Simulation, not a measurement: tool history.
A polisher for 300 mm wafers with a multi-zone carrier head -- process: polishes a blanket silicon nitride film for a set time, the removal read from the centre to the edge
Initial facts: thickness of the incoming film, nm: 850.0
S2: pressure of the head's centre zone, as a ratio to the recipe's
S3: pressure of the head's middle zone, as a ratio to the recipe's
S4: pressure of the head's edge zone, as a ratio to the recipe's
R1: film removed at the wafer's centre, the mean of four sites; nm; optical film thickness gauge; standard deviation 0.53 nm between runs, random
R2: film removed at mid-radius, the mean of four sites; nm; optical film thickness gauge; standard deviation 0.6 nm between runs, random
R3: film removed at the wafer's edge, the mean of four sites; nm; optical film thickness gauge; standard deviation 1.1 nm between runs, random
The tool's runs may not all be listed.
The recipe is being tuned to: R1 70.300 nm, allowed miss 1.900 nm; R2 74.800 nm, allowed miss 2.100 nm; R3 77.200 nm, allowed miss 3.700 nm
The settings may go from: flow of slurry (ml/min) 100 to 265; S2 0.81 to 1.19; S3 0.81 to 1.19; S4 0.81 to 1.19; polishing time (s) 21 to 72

Run 1, day 0.000: flow of slurry (ml/min) 170, S2 1.00, S3 1.00, S4 1.00, polishing time (s) 46. Result: R1 96.086 nm, R2 94.127 nm, R3 92.263 nm.
Run 2, day 0.338: flow of slurry (ml/min) 165, S2 0.97, S3 0.98, S4 0.98, polishing time (s) 45. Result: R1 90.830 nm, R2 90.337 nm, R3 86.182 nm.
Run 3, day 0.471: flow of slurry (ml/min) 165, S2 1.05, S3 0.98, S4 0.98, polishing time (s) 45. Result: R1 97.995 nm, R2 91.354 nm, R3 86.412 nm.
Run 4, day 0.750: flow of slurry (ml/min) 190, S2 1.05, S3 0.98, S4 0.98, polishing time (s) 45. Result: R1 100.490 nm, R2 91.908 nm, R3 90.559 nm.
Run 5, day 0.796: flow of slurry (ml/min) 190, S2 1.05, S3 0.98, S4 0.95, polishing time (s) 45. Result: R1 100.120 nm, R2 92.035 nm, R3 89.886 nm.
Run 6, day 1.071: flow of slurry (ml/min) 190, S2 1.05, S3 0.98, S4 0.89, polishing time (s) 45. Result: R1 100.880 nm, R2 92.773 nm, R3 85.308 nm.
Run 7, day 1.371: flow of slurry (ml/min) 180, S2 1.01, S3 0.96, S4 0.91, polishing time (s) 44. Result: R1 93.289 nm, R2 89.225 nm, R3 85.087 nm.
Run 8, day 1.500: flow of slurry (ml/min) 130, S2 0.91, S3 0.86, S4 0.83, polishing time (s) 40. Result: R1 72.568 nm, R2 70.569 nm, R3 73.174 nm.

Consider the 5 candidate settings below. Which is the only one whose results all fall within their allowed miss of target?
Run A, day 1.629: flow of slurry (ml/min) 145, S2 0.92, S3 0.81, S4 0.82, polishing time (s) 39. Result: R1 ?, R2 ?, R3 ?.
Run B, day 1.629: flow of slurry (ml/min) 135, S2 0.92, S3 0.97, S4 0.81, polishing time (s) 39. Result: R1 ?, R2 ?, R3 ?.
Run C, day 1.629: flow of slurry (ml/min) 100, S2 0.86, S3 0.91, S4 0.92, polishing time (s) 42. Result: R1 ?, R2 ?, R3 ?.
Run D, day 1.629: flow of slurry (ml/min) 125, S2 0.90, S3 0.81, S4 0.85, polishing time (s) 42. Result: R1 ?, R2 ?, R3 ?.
Run E, day 1.629: flow of slurry (ml/min) 140, S2 0.99, S3 0.95, S4 0.81, polishing time (s) 37. Result: R1 ?, R2 ?, R3 ?.

move      R1      R2      R3
   A  73.168  66.209  70.527
   B  72.529  76.190  69.663
   C  69.844  74.879  76.211
   D  75.486  70.008  75.837
   E  74.454  71.323  66.320
A: further off than the last run
B: brings the last run's worst result on target, with another outside its allowed miss
C: meets every target
D: further off than the last run
E: further off than the last run
Move C is the one to make.
